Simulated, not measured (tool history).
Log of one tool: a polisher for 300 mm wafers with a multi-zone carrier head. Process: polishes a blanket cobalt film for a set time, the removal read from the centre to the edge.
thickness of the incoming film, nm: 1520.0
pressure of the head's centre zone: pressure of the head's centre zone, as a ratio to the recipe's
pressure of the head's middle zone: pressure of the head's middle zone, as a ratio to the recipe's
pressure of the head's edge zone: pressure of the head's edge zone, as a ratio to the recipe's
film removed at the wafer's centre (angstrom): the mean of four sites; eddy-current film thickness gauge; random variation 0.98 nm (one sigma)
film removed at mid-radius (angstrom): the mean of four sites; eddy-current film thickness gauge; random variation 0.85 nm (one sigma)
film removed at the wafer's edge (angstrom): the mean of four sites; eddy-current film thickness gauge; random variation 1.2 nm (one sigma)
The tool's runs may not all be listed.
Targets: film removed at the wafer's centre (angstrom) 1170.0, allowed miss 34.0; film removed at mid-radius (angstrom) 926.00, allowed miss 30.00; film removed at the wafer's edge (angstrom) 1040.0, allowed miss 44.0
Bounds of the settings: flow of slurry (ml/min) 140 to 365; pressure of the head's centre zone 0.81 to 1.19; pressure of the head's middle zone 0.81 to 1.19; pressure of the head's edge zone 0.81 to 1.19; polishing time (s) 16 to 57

| run | hour | flow of slurry (ml/min) | pressure of the head's centre zone | pressure of the head's middle zone | pressure of the head's edge zone | polishing time (s) | film removed at the wafer's centre (angstrom) | film removed at mid-radius (angstrom) | film removed at the wafer's edge (angstrom) |
|---|---|---|---|---|---|---|---|---|---|
| 1 | 0.0 | 235 | 1.00 | 1.00 | 1.00 | 36 | 1467.2 | 1424.60 | 1412.3 |
| 2 | 3.5 | 230 | 1.01 | 0.96 | 0.98 | 34 | 1391.3 | 1317.60 | 1348.4 |
| 3 | 11.0 | 230 | 1.04 | 0.94 | 0.97 | 32 | 1355.4 | 1226.00 | 1253.0 |
| 4 | 14.1 | 230 | 1.04 | 0.94 | 0.97 | 36 | 1521.1 | 1346.40 | 1407.1 |
| 5 | 15.9 | 230 | 1.04 | 0.94 | 0.97 | 30 | 1240.4 | 1118.70 | 1181.5 |
| 6 | 23.6 | 230 | 1.04 | 0.94 | 0.97 | 35 | 1456.1 | 1305.20 | 1364.9 |
| 7 | 29.2 | 225 | 1.05 | 0.92 | 0.95 | 33 | 1378.0 | 1218.90 | 1294.1 |
|  | 35.8 | edge zone pressure recalibrated |
| 8 | 35.8 | 230 | 1.07 | 0.91 | 0.95 | 31 | 1324.4 | 1143.70 | 1173.4 |
| 9 | 44.0 | 225 | 1.08 | 0.89 | 0.95 | 30 | 1309.2 | 1060.80 | 1128.4 |
| 10 | 52.6 | 220 | 1.07 | 0.87 | 0.94 | 30 | 1283.5 | 1037.60 | 1123.4 |
| 11 | 58.1 | 215 | 1.06 | 0.86 | 0.93 | 30 | 1294.3 | 1035.60 | 1129.4 |
| 12 | 64.5 | 215 | 1.05 | 0.85 | 0.93 | 29 | 1234.8 | 1006.40 | 1096.2 |
| 13 | 72.5 | 210 | 1.05 | 0.84 | 0.93 | 29 | 1227.0 | 987.65 | 1089.7 |
| 14 | 81.1 | 205 | 1.05 | 0.83 | 0.92 | 29 | 1207.5 | 984.28 | 1062.5 |
| 15 | 88.9 | 200 | 1.05 | 0.83 | 0.93 | 29 | 1220.1 | 967.21 | 1056.0 |
| 16 | 96.4 | 195 | 1.04 | 0.83 | 0.94 | 29 | 1170.1 | 952.52 | 1084.2 |

Which of these 5 next moves meets every target?
| A | 103.9 | 170 | 1.03 | 0.81 | 0.98 | 31 | ? | ? | ? |
| B | 103.9 | 200 | 1.06 | 0.83 | 0.94 | 28 | ? | ? | ? |
| C | 103.9 | 170 | 1.00 | 0.87 | 1.03 | 30 | ? | ? | ? |
| D | 103.9 | 160 | 1.09 | 0.85 | 1.11 | 29 | ? | ? | ? |
| E | 103.9 | 250 | 0.99 | 0.82 | 1.05 | 29 | ? | ? | ? |

| move | film removed at the wafer's centre (angstrom) | film removed at mid-radius (angstrom) | film removed at the wafer's edge (angstrom) |
|---|---|---|---|
| A | 1210.2 | 984.61 | 1155.0 |
| B | 1163.1 | 934.12 | 1047.5 |
| C | 1137.3 | 1010.40 | 1140.6 |
| D | 1182.0 | 945.73 | 1129.1 |
| E | 1165.3 | 989.33 | 1164.0 |
A: further off than the last run
B: meets every target
C: further off than the last run
D: further off than the last run
E: further off than the last run
The right move is B.

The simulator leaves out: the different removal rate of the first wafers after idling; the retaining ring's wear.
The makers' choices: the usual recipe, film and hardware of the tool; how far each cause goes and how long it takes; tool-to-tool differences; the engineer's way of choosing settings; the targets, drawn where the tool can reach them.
